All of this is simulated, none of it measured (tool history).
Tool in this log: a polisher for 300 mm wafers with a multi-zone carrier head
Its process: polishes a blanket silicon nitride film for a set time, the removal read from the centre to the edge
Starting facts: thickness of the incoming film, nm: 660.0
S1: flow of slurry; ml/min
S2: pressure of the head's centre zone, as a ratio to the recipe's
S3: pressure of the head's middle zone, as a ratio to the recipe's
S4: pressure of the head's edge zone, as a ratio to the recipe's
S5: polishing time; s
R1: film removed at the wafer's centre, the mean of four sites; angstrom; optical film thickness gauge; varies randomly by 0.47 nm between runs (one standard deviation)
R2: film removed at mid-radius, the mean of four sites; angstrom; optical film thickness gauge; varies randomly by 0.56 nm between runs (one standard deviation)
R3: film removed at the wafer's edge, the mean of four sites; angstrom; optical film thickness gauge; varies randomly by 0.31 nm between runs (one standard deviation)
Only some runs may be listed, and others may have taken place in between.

Run 1, hour 0.0: S1 120 ml/min, S2 1.00, S3 1.00, S4 1.00, S5 45 s. Result: R1 696.63 angstrom, R2 696.55 angstrom, R3 712.35 angstrom.
Run 2, hour 3.9: S1 120 ml/min, S2 1.00, S3 1.00, S4 0.92, S5 45 s. Result: R1 699.89 angstrom, R2 682.36 angstrom, R3 674.31 angstrom.
Run 3, hour 7.6: S1 120 ml/min, S2 1.01, S3 1.02, S4 0.90, S5 43 s. Result: R1 662.99 angstrom, R2 671.84 angstrom, R3 631.08 angstrom.
Run 4, hour 10.2: S1 150 ml/min, S2 1.01, S3 1.02, S4 0.90, S5 43 s. Result: R1 705.11 angstrom, R2 693.86 angstrom, R3 659.07 angstrom.
Run 5, hour 13.1: S1 150 ml/min, S2 1.01, S3 0.96, S4 0.90, S5 43 s. Result: R1 702.18 angstrom, R2 670.16 angstrom, R3 657.41 angstrom.
Run 6, hour 13.6: S1 145 ml/min, S2 1.02, S3 0.98, S4 0.89, S5 41 s. Result: R1 669.91 angstrom, R2 641.63 angstrom, R3 617.38 angstrom.
Run 7, hour 19.0: S1 115 ml/min, S2 1.09, S3 1.08, S4 0.81, S5 29 s. Result: R1 478.71 angstrom, R2 469.76 angstrom, R3 413.69 angstrom.

Forecast run 8:
Run 8, hour 27.6: S1 145 ml/min, S2 1.09, S3 1.12, S4 0.83, S5 29 s. Result: R1 ?, R2 ?, R3 ?.

R1: 511.20 angstrom
R2: 506.77 angstrom
R3: 419.19 angstrom
